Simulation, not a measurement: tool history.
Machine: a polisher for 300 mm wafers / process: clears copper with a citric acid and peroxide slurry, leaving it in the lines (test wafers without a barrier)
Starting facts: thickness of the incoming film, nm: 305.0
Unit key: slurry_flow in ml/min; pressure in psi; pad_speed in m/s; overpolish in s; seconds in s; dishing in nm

run    day  slurry_flow  pressure  pad_speed  slurry_solids  overpolish  seconds  dishing
  1  0.000          150       3.2       0.90            1.0          21   150.14   33.241
  2  0.196          150       3.2       0.90            0.9          21   154.18   31.818
  3  0.433          150       3.3       0.90            0.9          22   150.85   34.283
  4  0.775          150       3.4       0.90            0.9          23   144.31   36.353
  5  0.988          150       3.5       0.90            0.9          24   145.06   38.888
  6  1.112          150       3.6       0.90            0.9          24   143.79   39.670

What will run 7 give?
  7  1.242          150       3.7       0.90            0.9          24        ?        ?

Run 7 gave seconds 138.79 s, dishing 38.906 nm.
